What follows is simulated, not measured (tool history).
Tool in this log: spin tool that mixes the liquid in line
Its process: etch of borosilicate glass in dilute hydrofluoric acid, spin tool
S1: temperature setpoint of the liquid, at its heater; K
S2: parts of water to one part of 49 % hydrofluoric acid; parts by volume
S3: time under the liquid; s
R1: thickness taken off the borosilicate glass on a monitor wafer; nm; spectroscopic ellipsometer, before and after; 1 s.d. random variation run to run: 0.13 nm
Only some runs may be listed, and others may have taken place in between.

{"run": 1, "hour": 0.0, "S1": 298.15, "S2": 140, "S3": 110, "R1": 24.747}
{"run": 2, "hour": 5.1, "S1": 300.15, "S2": 140, "S3": 110, "R1": 26.518}
{"run": 3, "hour": 6.5, "S1": 301.65, "S2": 140, "S3": 110, "R1": 28.001}
{"run": 4, "hour": 14.3, "S1": 302.65, "S2": 140, "S3": 110, "R1": 29.124}
{"run": 5, "hour": 22.5, "S1": 302.65, "S2": 190, "S3": 110, "R1": 20.194}
{"run": 6, "hour": 31.1, "S1": 303.65, "S2": 175, "S3": 110, "R1": 23.175}

Estimate the outcome of run 7 from the log above:
{"run": 7, "hour": 38.9, "S1": 306.15, "S2": 120, "S3": 110, "R1": "?"}

R1: 39.627 nm
